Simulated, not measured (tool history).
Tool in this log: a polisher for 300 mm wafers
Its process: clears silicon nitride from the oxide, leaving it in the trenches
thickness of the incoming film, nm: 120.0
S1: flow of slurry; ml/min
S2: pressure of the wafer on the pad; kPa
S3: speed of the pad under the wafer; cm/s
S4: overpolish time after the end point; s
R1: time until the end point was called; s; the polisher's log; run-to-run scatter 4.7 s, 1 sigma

run	hour	S1	S2	S3	S4	R1
1	0.0	180	20.0	124	28	119.950
2	1.3	180	22.8	124	28	108.070
3	2.7	180	22.8	124	30	107.660
4	4.1	205	22.8	124	30	106.850
5	9.6	165	22.8	124	30	109.750
6	17.6	165	22.8	144	30	91.906

The next listed run, before its measurement:
7	19.7	165	19.3	130	30	?

Logged for run 7: R1 122.180 s.

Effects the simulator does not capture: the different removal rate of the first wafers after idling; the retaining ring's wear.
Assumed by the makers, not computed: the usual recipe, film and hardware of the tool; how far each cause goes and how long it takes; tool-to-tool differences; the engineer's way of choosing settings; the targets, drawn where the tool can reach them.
